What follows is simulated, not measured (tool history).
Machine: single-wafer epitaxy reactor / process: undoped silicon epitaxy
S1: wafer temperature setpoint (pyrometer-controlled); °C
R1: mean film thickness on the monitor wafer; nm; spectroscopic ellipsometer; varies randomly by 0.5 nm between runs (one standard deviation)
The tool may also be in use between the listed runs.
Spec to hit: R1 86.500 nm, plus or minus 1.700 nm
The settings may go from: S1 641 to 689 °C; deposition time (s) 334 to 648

Run 1, hour 0.0: S1 665 °C, deposition time (s) 491. Result: R1 103.490 nm.
Run 2, hour 6.4: S1 662 °C, deposition time (s) 490. Result: R1 96.142 nm.
Run 3, hour 13.0: S1 655 °C, deposition time (s) 490. Result: R1 81.152 nm.
Run 4, hour 13.7: S1 655 °C, deposition time (s) 541. Result: R1 89.895 nm.
Run 5, hour 18.9: S1 655 °C, deposition time (s) 503. Result: R1 83.258 nm.
Run 6, hour 21.6: S1 645 °C, deposition time (s) 503. Result: R1 64.572 nm.
Run 7, hour 27.6: S1 649 °C, deposition time (s) 504. Result: R1 71.055 nm.
Run 8, hour 33.5: S1 659 °C, deposition time (s) 506. Result: R1 90.993 nm.
Run 9, hour 37.0: S1 658 °C, deposition time (s) 506. Result: R1 89.898 nm.

Pick the move, out of 5, that brings all results within their allowed miss; only one does.
Run A, hour 40.5: S1 665 °C, deposition time (s) 441. Result: R1 ?.
Run B, hour 40.5: S1 661 °C, deposition time (s) 431. Result: R1 ?.
Run C, hour 40.5: S1 659 °C, deposition time (s) 475. Result: R1 ?.
Run D, hour 40.5: S1 658 °C, deposition time (s) 510. Result: R1 ?.
Run E, hour 40.5: S1 653 °C, deposition time (s) 526. Result: R1 ?.

move      R1
   A  93.511
   B  82.870
   C  86.937
   D  91.061
   E  82.914
A: moves away from the targets compared with the last run
B: carries the result that was furthest off beyond its target, to the other side
C: meets every target
D: moves away from the targets compared with the last run
E: carries the result that was furthest off beyond its target, to the other side
So the answer is move C, the one that meets all the targets.
